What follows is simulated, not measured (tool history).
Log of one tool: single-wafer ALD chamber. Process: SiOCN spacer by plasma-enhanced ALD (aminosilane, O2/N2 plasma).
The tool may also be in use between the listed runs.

run  hour  heater temperature setpoint (deg C)  number of ALD cycles (cycles)  mean film thickness on the monitor wafer (nm)
  1     0                                  400                             34                                         1.8573
  2   1.4                                  394                             34                                         1.8664
  3   9.8                                  394                             36                                         1.9622
  4  12.3                                  394                             38                                         2.0787
  5    21                                  398                             38                                         2.0861
  6  25.3                                  398                             39                                         2.1404

Run 7, settings as shown, results not yet in. Your forecast:
  7  33.6                                  398                             40                                              ?

mean film thickness on the monitor wafer (nm): 2.1987

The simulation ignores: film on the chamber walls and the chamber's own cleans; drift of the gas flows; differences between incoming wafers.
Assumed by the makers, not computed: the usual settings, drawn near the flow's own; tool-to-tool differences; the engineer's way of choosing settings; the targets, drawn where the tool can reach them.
